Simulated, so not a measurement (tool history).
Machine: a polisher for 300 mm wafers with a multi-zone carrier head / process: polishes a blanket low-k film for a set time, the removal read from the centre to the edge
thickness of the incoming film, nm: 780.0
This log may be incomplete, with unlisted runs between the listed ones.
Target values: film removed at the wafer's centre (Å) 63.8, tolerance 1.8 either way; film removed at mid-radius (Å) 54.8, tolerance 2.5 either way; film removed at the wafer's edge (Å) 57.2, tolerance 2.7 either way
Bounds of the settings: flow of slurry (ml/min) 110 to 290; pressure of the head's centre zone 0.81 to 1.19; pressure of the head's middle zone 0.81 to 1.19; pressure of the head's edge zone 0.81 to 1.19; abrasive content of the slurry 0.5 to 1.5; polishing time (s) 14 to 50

run    day  flow of slurry (ml/min)  pressure of the head's centre zone  pressure of the head's middle zone  pressure of the head's edge zone  abrasive content of the slurry  polishing time (s)  film removed at the wafer's centre (Å)  film removed at mid-radius (Å)  film removed at the wafer's edge (Å)
  1      0                      185                                   1                                   1                                 1                               1                  32                                  103.74                          100.34                                100.35
  2  0.342                      185                                   1                                   1                              0.94                               1                  32                                  104.07                           102.1                                98.665
  3  0.571                      220                                   1                                   1                              0.94                               1                  32                                  106.06                          101.73                                99.315
  4  0.612                      225                                1.01                                0.97                              0.93                            0.85                  29                                  90.491                          85.896                                83.495
  5  0.908                      225                                0.96                                0.97                              0.93                            0.85                  29                                  87.821                          86.255                                86.064
  6  0.975                      225                                0.96                                0.97                              0.93                            0.85                  35                                  105.94                          101.65                                103.31
  7  1.096                      190                                1.01                                0.87                              0.83                             0.6                  26                                  67.136                          58.307                                60.531
  8  1.317                      180                                1.01                                0.87                              0.82                             0.6                  26                                   66.07                          58.219                                59.766
  9  1.521                      175                                1.01                                0.86                              0.82                             0.6                  26                                  66.219                          56.904                                59.363
 10  1.583                      170                                1.01                                0.86                              0.82                             0.6                  26                                  66.247                          56.826                                59.053
 11  1.612                      165                                1.01                                0.86                              0.82                             0.6                  26                                  65.337                          56.779                                60.114
 12  1.975                      170                                1.01                                0.86                              0.82                             0.6                  26                                  66.751                          57.229                                60.486

Which of these 5 next moves meets every target?
  A  2.338                      140                                 0.9                                0.84                              0.91                             0.7                  25                                       ?                               ?                                     ?
  B  2.338                      120                                1.13                                0.98                              0.81                             0.5                  30                                       ?                               ?                                     ?
  C  2.338                      195                                0.98                                0.87                              0.82                            0.65                  26                                       ?                               ?                                     ?
  D  2.338                      185                                0.99                                0.89                              0.98                             0.6                  26                                       ?                               ?                                     ?
  E  2.338                      145                                1.08                                0.91                              0.89                            0.65                  24                                       ?                               ?                                     ?

move  film removed at the wafer's centre (Å)  film removed at mid-radius (Å)  film removed at the wafer's edge (Å)
   A                                  61.327                          55.339                                60.756
   B                                  70.673                           61.98                                57.304
   C                                  69.604                          60.542                                60.661
   D                                   66.87                          58.881                                62.954
   E                                   65.07                          55.151                                55.978
A: pushes the last run's worst result past its target
B: moves away from the targets compared with the last run
C: moves away from the targets compared with the last run
D: moves away from the targets compared with the last run
E: hits every target within its allowed miss
Answer: E
